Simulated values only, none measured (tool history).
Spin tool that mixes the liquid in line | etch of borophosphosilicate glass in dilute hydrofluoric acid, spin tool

run,hour,temperature setpoint of the liquid (K),parts of water to one part of 49 % hydrofluoric acid (parts by volume),time under the liquid (s),thickness taken off the borophosphosilicate glass on a monitor wafer (nm)
1,0.0,295.15,285,45,3.9893
2,8.8,293.65,285,45,3.7515
3,11.2,293.65,210,45,5.5461
4,15.4,296.65,210,45,6.2426
5,19.5,297.65,210,45,6.3470
6,23.6,297.65,210,35,4.9287
7,30.8,298.65,190,35,5.7603
8,38.2,299.65,180,35,6.4438
9,40.6,300.65,175,35,6.9863
10,47.3,301.15,175,35,7.1302

The next listed run, before its measurement:
11,54.0,301.65,175,35,?

{"run 11": {"thickness taken off the borophosphosilicate glass on a monitor wafer (nm)": 7.2223}}
